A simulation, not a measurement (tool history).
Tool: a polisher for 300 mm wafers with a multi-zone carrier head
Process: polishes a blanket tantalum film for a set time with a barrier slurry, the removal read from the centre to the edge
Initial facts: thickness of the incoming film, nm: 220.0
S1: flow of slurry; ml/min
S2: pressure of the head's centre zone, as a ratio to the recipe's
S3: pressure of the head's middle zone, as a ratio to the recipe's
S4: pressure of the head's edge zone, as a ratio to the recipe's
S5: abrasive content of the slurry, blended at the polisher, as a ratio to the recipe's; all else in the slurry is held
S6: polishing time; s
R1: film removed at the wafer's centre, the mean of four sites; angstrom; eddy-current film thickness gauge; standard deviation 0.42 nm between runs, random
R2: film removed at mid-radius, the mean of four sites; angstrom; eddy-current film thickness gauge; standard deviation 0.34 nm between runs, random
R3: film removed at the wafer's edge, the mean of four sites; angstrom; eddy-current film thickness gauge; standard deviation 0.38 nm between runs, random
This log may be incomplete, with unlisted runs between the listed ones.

run	day	S1	S2	S3	S4	S5	S6	R1	R2	R3
1	0.000	195	1.00	1.00	1.00	1.00	33	434.37	414.34	426.39
2	0.229	195	1.00	1.00	1.00	1.00	37	487.69	478.60	474.16
3	0.288	195	1.00	1.00	1.00	0.85	37	462.29	448.69	458.97
4	0.567	195	1.00	1.00	1.00	0.85	29	358.68	351.76	348.29
# day 0.650: worn pad replaced by a new one
5	0.650	195	0.93	1.00	1.00	0.85	29	368.57	389.38	400.06
6	0.896	185	0.98	0.96	1.01	0.80	29	371.52	361.72	381.74
7	1.267	155	1.08	0.86	0.97	0.55	26	286.52	232.59	264.31

What will run 8 give?
8	1.600	170	1.09	0.86	0.99	0.55	26	?	?	?

R1: 288.54 angstrom
R2: 233.70 angstrom
R3: 262.70 angstrom

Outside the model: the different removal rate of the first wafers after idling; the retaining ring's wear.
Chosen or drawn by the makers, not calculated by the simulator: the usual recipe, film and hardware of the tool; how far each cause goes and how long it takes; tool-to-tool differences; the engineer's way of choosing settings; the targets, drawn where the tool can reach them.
